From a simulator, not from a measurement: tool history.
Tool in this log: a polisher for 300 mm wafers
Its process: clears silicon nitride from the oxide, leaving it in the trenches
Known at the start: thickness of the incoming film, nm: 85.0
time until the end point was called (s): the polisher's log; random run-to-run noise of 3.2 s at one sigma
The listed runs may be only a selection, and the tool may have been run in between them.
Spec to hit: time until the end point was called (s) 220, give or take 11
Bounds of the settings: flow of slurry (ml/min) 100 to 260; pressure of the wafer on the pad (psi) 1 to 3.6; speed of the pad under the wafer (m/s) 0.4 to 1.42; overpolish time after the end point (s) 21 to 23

run	hour	flow of slurry (ml/min)	pressure of the wafer on the pad (psi)	speed of the pad under the wafer (m/s)	overpolish time after the end point (s)	time until the end point was called (s)
1	0	165	2.3	0.9	21	129.19
2	3.4	165	2.8	0.9	21	110.23
3	10.5	140	2.8	0.9	21	116.6
4	17.3	135	2.6	0.88	21	124.91
5	22.5	110	2.6	0.88	21	132.42
6	25.4	110	2.6	0.8	21	143.76
7	26.8	110	2.6	0.8	21	140.62
8	30.4	110	2.4	0.8	21	146.58
9	36.7	110	2.2	0.78	21	167.14
10	38.8	110	2.1	0.78	21	170.44
11	43	110	2	0.78	21	175.22
12	49.6	110	1.9	0.78	21	184.9

Below are 4 possible settings for the next run. Only one of them brings all results inside the allowed miss of their targets. Which is it?
A	56.2	195	1.3	1.08	23	?
B	56.2	100	2.3	0.84	23	?
C	56.2	100	1.8	0.68	23	?
D	56.2	105	2.5	0.76	23	?

move	time until the end point was called (s)
A	159.96
B	152.59
C	216.97
D	153.31
A: the biggest miss grows against the last run
B: the biggest miss grows against the last run
C: all results land within tolerance of their targets
D: the biggest miss grows against the last run
C is the move that brings every result within its allowed miss.
